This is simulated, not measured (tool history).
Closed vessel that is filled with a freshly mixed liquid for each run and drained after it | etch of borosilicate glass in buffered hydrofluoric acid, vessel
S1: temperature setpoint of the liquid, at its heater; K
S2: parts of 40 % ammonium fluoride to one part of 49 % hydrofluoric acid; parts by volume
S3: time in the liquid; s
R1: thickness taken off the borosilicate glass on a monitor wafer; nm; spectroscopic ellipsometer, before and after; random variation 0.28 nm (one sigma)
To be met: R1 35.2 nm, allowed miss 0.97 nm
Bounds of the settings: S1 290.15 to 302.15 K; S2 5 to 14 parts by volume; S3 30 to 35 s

run 1 hour=0 | S1=294.15 S2=8.5 S3=35 | R1=48.428
run 2 hour=3 | S1=293.65 S2=8.5 S3=35 | R1=46.862
run 3 hour=7 | S1=292.15 S2=8.5 S3=35 | R1=43.968
run 4 hour=11.3 | S1=294.65 S2=8.5 S3=35 | R1=49.81
run 5 hour=12.8 | S1=293.65 S2=8.5 S3=35 | R1=47.589
run 6 hour=17.9 | S1=293.15 S2=8.5 S3=35 | R1=46.148
run 7 hour=21.3 | S1=292.65 S2=8.5 S3=35 | R1=44.927
run 8 hour=29.1 | S1=292.15 S2=8.5 S3=35 | R1=43.67
run 9 hour=31.6 | S1=291.65 S2=8.5 S3=35 | R1=42.453
run 10 hour=37.2 | S1=291.15 S2=8.5 S3=35 | R1=40.956

Which of these 4 next moves meets every target?
run A hour=42.8 | S1=291.15 S2=9 S3=30 | R1=?
run B hour=42.8 | S1=291.15 S2=8.5 S3=30 | R1=?
run C hour=42.8 | S1=290.15 S2=8.5 S3=30 | R1=?
run D hour=42.8 | S1=292.15 S2=9.5 S3=30 | R1=?

move=A R1=33.246
move=B R1=35.418
move=C R1=33.507
move=D R1=33.924
A: takes the result that was furthest off past its target
B: meets every target
C: takes the result that was furthest off past its target
D: takes the result that was furthest off past its target
Answer: B
